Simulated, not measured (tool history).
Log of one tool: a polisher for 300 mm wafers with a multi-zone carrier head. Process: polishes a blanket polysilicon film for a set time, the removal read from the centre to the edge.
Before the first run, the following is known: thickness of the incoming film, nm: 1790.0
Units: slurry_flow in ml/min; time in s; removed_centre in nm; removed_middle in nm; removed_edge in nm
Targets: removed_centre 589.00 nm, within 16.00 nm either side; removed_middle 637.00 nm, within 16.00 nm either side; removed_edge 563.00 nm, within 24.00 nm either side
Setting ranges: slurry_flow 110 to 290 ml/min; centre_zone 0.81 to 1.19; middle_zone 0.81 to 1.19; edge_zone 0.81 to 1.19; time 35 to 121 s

run	hour	slurry_flow	centre_zone	middle_zone	edge_zone	time	removed_centre	removed_middle	removed_edge
1	0.0	185	1.00	1.00	1.00	78	449.32	446.17	451.81
2	3.6	200	1.02	1.04	1.02	80	475.80	481.32	475.69
3	12.0	215	1.04	1.07	1.03	82	503.35	513.72	485.56
4	18.0	215	1.04	1.07	0.99	82	492.58	508.20	474.41
5	25.7	215	1.04	1.01	0.99	82	499.58	486.20	481.66
6	30.1	225	1.05	1.05	1.02	83	517.79	506.15	496.13
7	32.3	230	1.05	1.08	1.03	85	524.15	530.13	518.61
8	34.7	230	1.06	1.10	1.02	87	540.95	547.72	514.57

Exercise: of the 4 proposed moves below, exactly one satisfies all targets within the stated allowed misses. Which move is it?
A	37.1	195	1.01	1.08	1.04	96	?	?	?
B	37.1	225	1.19	0.92	1.10	86	?	?	?
C	37.1	275	0.98	1.19	0.90	96	?	?	?
D	37.1	250	1.05	1.17	1.04	95	?	?	?

move	removed_centre	removed_middle	removed_edge
A	569.41	589.10	559.79
B	611.12	467.38	522.53
C	574.27	662.79	535.25
D	603.11	640.26	563.73
A: closer than the last run, but not yet in spec
B: the biggest miss grows against the last run
C: takes the biggest miss from the last run beyond its target
D: all results land within tolerance of their targets
The move that meets every target is D.

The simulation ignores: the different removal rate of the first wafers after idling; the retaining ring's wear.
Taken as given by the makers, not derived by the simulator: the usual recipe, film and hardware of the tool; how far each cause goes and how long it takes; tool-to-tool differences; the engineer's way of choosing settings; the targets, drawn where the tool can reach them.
